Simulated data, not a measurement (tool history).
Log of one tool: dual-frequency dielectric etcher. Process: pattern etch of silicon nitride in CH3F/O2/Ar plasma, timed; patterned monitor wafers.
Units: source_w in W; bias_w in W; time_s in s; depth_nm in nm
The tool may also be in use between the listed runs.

| run | hour | source_w | bias_w | time_s | depth_nm |
|---|---|---|---|---|---|
| 1 | 0 | 520 | 96 | 74 | 62.829 |
| 2 | 3.2 | 490 | 95 | 74 | 60.748 |
| 3 | 5.4 | 470 | 95 | 74 | 61.078 |
| 4 | 12.4 | 470 | 95 | 74 | 60.16 |
| 5 | 18.4 | 470 | 95 | 77 | 63.355 |
| 6 | 24.7 | 450 | 93 | 77 | 61.961 |
| 7 | 26.1 | 430 | 92 | 77 | 60.795 |

Forecast run 8:
| 8 | 27.4 | 410 | 91 | 77 | ? |

{"run 8": {"depth_nm": 60.083}}
